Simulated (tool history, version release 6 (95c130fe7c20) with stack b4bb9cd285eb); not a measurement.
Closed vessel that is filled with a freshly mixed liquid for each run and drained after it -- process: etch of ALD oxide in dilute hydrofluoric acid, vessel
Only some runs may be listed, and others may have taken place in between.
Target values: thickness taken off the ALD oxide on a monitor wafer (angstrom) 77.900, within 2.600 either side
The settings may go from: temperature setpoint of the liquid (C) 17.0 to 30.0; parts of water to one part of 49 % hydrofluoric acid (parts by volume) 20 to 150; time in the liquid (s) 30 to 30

| run | day | temperature setpoint of the liquid (C) | parts of water to one part of 49 % hydrofluoric acid (parts by volume) | time in the liquid (s) | thickness taken off the ALD oxide on a monitor wafer (angstrom) |
|---|---|---|---|---|---|
| 1 | 0.000 | 22.0 | 85 | 30 | 49.213 |
| 2 | 0.258 | 22.0 | 100 | 30 | 41.349 |
| 3 | 0.333 | 22.0 | 100 | 30 | 40.049 |
| 4 | 0.517 | 23.5 | 95 | 30 | 45.944 |
| 5 | 0.696 | 23.5 | 75 | 30 | 59.797 |
| 6 | 1.029 | 23.5 | 75 | 30 | 59.179 |
|  | 1.162 | hydrofluoric acid flow meter replaced |
| 7 | 1.162 | 27.5 | 70 | 30 | 70.104 |
| 8 | 1.246 | 30.0 | 65 | 30 | 85.369 |
| 9 | 1.362 | 29.5 | 65 | 30 | 83.165 |
| 10 | 1.400 | 29.0 | 65 | 30 | 82.307 |

5 candidate next runs follow, results not yet known. Just one meets every target within its allowed miss. Identify it.
| A | 1.438 | 30.0 | 60 | 30 | ? |
| B | 1.438 | 29.0 | 60 | 30 | ? |
| C | 1.438 | 30.0 | 65 | 30 | ? |
| D | 1.438 | 30.0 | 70 | 30 | ? |
| E | 1.438 | 28.5 | 60 | 30 | ? |

| move | thickness taken off the ALD oxide on a monitor wafer (angstrom) |
|---|---|
| A | 92.635 |
| B | 89.089 |
| C | 84.868 |
| D | 78.220 |
| E | 87.357 |
A: lands further from the targets than the last run did
B: lands further from the targets than the last run did
C: lands further from the targets than the last run did
D: every result lands within tolerance
E: lands further from the targets than the last run did
D meets every target.
